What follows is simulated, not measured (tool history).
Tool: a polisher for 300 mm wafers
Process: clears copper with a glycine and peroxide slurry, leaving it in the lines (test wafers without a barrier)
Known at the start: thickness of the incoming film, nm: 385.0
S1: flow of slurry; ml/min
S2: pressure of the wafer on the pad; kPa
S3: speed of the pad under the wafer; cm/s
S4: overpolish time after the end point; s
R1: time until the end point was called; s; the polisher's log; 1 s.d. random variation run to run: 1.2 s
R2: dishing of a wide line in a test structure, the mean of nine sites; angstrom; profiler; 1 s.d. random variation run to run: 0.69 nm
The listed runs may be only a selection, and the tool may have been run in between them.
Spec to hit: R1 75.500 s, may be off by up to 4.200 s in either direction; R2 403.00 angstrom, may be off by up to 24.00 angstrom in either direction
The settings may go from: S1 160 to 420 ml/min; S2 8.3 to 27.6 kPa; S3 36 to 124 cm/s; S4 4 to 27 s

Run 1, day 0.000: S1 270 ml/min, S2 17.9 kPa, S3 80 cm/s, S4 14 s. Result: R1 115.020 s, R2 329.61 angstrom.
Run 2, day 0.317: S1 270 ml/min, S2 14.5 kPa, S3 80 cm/s, S4 14 s. Result: R1 127.200 s, R2 310.89 angstrom.
Run 3, day 0.533: S1 270 ml/min, S2 15.9 kPa, S3 82 cm/s, S4 14 s. Result: R1 120.240 s, R2 312.53 angstrom.
Run 4, day 0.721: S1 270 ml/min, S2 15.9 kPa, S3 96 cm/s, S4 14 s. Result: R1 104.100 s, R2 341.30 angstrom.
Run 5, day 0.967: S1 270 ml/min, S2 15.9 kPa, S3 78 cm/s, S4 14 s. Result: R1 125.130 s, R2 307.86 angstrom.
Run 6, day 1.321: S1 270 ml/min, S2 15.9 kPa, S3 78 cm/s, S4 9 s. Result: R1 126.060 s, R2 209.23 angstrom.
Run 7, day 1.454: S1 270 ml/min, S2 16.5 kPa, S3 80 cm/s, S4 9 s. Result: R1 119.960 s, R2 222.36 angstrom.
Run 8, day 1.529: S1 270 ml/min, S2 17.2 kPa, S3 82 cm/s, S4 9 s. Result: R1 113.000 s, R2 222.22 angstrom.
Run 9, day 1.633: S1 270 ml/min, S2 17.9 kPa, S3 84 cm/s, S4 10 s. Result: R1 109.700 s, R2 254.67 angstrom.
Run 10, day 1.983: S1 270 ml/min, S2 18.6 kPa, S3 84 cm/s, S4 10 s. Result: R1 110.170 s, R2 263.58 angstrom.
Run 11, day 2.183: S1 270 ml/min, S2 19.3 kPa, S3 86 cm/s, S4 10 s. Result: R1 105.130 s, R2 263.30 angstrom.
Run 12, day 2.467: S1 270 ml/min, S2 20.0 kPa, S3 88 cm/s, S4 10 s. Result: R1 102.600 s, R2 274.73 angstrom.
Run 13, day 2.767: S1 270 ml/min, S2 20.7 kPa, S3 90 cm/s, S4 10 s. Result: R1 97.328 s, R2 288.23 angstrom.
Run 14, day 2.900: S1 270 ml/min, S2 21.4 kPa, S3 90 cm/s, S4 10 s. Result: R1 92.656 s, R2 292.81 angstrom.
Run 15, day 2.962: S1 270 ml/min, S2 22.1 kPa, S3 90 cm/s, S4 10 s. Result: R1 94.034 s, R2 293.34 angstrom.

5 candidate next runs follow, results not yet known. Just one meets every target within its allowed miss. Identify it.
Run A, day 3.025: S1 310 ml/min, S2 27.6 kPa, S3 112 cm/s, S4 12 s. Result: R1 ?, R2 ?.
Run B, day 3.025: S1 200 ml/min, S2 26.2 kPa, S3 120 cm/s, S4 11 s. Result: R1 ?, R2 ?.
Run C, day 3.025: S1 250 ml/min, S2 27.6 kPa, S3 116 cm/s, S4 13 s. Result: R1 ?, R2 ?.
Run D, day 3.025: S1 285 ml/min, S2 27.6 kPa, S3 98 cm/s, S4 12 s. Result: R1 ?, R2 ?.
Run E, day 3.025: S1 315 ml/min, S2 25.5 kPa, S3 124 cm/s, S4 10 s. Result: R1 ?, R2 ?.

move      R1      R2
   A  67.022  434.40
   B  67.479  403.77
   C  66.027  465.07
   D  75.553  398.39
   E  64.524  387.98
A: pushes the last run's worst result past its target
B: meets the target for the result that was furthest off, but another lies outside its allowed miss
C: pushes the last run's worst result past its target
D: every result lands within tolerance
E: meets the target for the result that was furthest off, but another lies outside its allowed miss
D meets every target.
